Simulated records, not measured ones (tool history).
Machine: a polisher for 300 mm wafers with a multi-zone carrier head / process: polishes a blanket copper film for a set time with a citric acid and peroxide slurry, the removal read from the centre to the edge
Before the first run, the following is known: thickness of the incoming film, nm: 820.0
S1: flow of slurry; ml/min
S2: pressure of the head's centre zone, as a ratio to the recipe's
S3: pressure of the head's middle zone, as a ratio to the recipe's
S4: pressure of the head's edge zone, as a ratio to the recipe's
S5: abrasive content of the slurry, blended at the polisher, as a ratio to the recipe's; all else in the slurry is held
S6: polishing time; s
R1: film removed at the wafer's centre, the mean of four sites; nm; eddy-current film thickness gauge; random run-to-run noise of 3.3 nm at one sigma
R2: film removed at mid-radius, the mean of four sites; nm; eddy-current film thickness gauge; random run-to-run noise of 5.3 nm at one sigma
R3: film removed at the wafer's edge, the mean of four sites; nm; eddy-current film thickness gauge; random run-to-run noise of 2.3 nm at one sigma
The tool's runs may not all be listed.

run 1 hour=0 | S1=280 S2=1 S3=1 S4=1 S5=1 S6=87 | R1=292.35 R2=292.5 R3=297.34
run 2 hour=1 | S1=300 S2=1.06 S3=1.03 S4=1.03 S5=1.1 S6=88 | R1=322.22 R2=310.53 R3=310.94
run 3 hour=8 | S1=300 S2=1.06 S3=1.09 S4=1.03 S5=1.1 S6=88 | R1=320.42 R2=331.71 R3=310.23
run 4 hour=12.5 | S1=300 S2=1.06 S3=1.14 S4=1.03 S5=1.1 S6=88 | R1=322.31 R2=337.92 R3=308.34
run 5 hour=14.3 | S1=315 S2=1.1 S3=1.11 S4=1.05 S5=1.2 S6=89 | R1=345.78 R2=339.93 R3=320.3
run 6 hour=20.3 | S1=315 S2=1.1 S3=1.11 S4=0.97 S5=1.2 S6=89 | R1=353.92 R2=352.57 R3=315.5

Expected results for the next run?
run 7 hour=25.4 | S1=325 S2=1.12 S3=1.1 S4=1 S5=1.3 S6=90 | R1=? R2=? R3=?

{"run 7": {"R1": 365.33, "R2": 343.18, "R3": 327.32}}

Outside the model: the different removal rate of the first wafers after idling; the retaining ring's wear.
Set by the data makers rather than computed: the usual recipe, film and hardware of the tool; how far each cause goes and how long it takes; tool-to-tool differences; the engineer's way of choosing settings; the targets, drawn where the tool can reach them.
